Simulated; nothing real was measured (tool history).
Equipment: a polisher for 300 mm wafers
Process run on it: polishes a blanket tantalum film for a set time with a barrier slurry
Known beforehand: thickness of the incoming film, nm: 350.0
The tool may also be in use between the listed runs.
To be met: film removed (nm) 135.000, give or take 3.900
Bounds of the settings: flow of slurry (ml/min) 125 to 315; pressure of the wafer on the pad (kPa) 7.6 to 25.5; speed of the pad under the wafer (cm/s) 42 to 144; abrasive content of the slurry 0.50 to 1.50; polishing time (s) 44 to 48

run	hour	flow of slurry (ml/min)	pressure of the wafer on the pad (kPa)	speed of the pad under the wafer (cm/s)	abrasive content of the slurry	polishing time (s)	film removed (nm)
1	0.0	205	16.5	92	1.00	48	83.846
2	4.4	205	16.5	110	1.00	48	99.270
3	8.9	205	16.5	100	1.00	48	89.947
4	14.6	180	16.5	100	1.00	48	88.842
5	17.2	185	18.6	100	1.00	48	99.315
6	20.7	185	18.6	122	1.00	48	120.050
7	25.8	195	19.3	122	1.00	48	126.520
8	29.6	200	19.3	122	1.00	48	123.990
9	35.9	200	20.0	122	1.00	48	129.500

Below are 5 possible settings for the next run. Only one of them brings all results inside the allowed miss of their targets. Which is it?
A	42.2	210	23.4	114	1.05	48	?
B	42.2	235	21.4	138	0.70	48	?
C	42.2	195	20.7	120	1.00	46	?
D	42.2	250	20.0	126	1.20	44	?
E	42.2	205	20.0	132	1.20	48	?

move	film removed (nm)
A	143.880
B	140.490
C	125.570
D	132.550
E	147.600
A: moves the result that the last run missed by most past its target, out the other side
B: moves the result that the last run missed by most past its target, out the other side
C: its largest miss is bigger than the last run's
D: each result inside its tolerance
E: moves the result that the last run missed by most past its target, out the other side
The right move is D.
